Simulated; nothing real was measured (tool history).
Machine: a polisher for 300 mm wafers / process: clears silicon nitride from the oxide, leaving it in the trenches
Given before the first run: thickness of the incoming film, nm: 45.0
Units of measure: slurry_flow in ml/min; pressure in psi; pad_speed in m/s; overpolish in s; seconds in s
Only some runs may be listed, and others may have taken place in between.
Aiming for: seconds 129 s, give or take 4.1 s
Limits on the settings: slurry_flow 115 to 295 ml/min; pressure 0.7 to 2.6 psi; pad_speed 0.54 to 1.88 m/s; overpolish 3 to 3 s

| run | day | slurry_flow | pressure | pad_speed | overpolish | seconds |
|---|---|---|---|---|---|---|
| 1 | 0 | 190 | 1.6 | 1.2 | 3 | 70.998 |
| 2 | 0.254 | 190 | 1.6 | 1.2 | 3 | 71.326 |
| 3 | 0.442 | 185 | 1.4 | 1.2 | 3 | 79.442 |
| 4 | 0.812 | 185 | 1.4 | 1.2 | 3 | 80.934 |
| 5 | 0.921 | 180 | 1.2 | 1.2 | 3 | 89.88 |
| 6 | 1.242 | 180 | 1.2 | 1.2 | 3 | 88.341 |
| 7 | 1.396 | 180 | 1.1 | 1.16 | 3 | 100.44 |
| 8 | 1.462 | 180 | 1 | 1.16 | 3 | 106.71 |
| 9 | 1.675 | 180 | 1 | 1.16 | 3 | 106.84 |
| 10 | 1.821 | 180 | 0.9 | 1.16 | 3 | 114.66 |

Exactly one of the 4 candidate moves below puts every result within its allowed miss. Which one?
| A | 1.967 | 165 | 0.7 | 1.32 | 3 | ? |
| B | 1.967 | 205 | 1.2 | 0.88 | 3 | ? |
| C | 1.967 | 190 | 0.8 | 0.96 | 3 | ? |
| D | 1.967 | 185 | 1.2 | 1.1 | 3 | ? |

| move | seconds |
|---|---|
| A | 128.44 |
| B | 111.68 |
| C | 144.37 |
| D | 96.817 |
A: all results in spec
B: lands further from the targets than the last run did
C: pushes the last run's worst result past its target
D: lands further from the targets than the last run did
The right move is A.

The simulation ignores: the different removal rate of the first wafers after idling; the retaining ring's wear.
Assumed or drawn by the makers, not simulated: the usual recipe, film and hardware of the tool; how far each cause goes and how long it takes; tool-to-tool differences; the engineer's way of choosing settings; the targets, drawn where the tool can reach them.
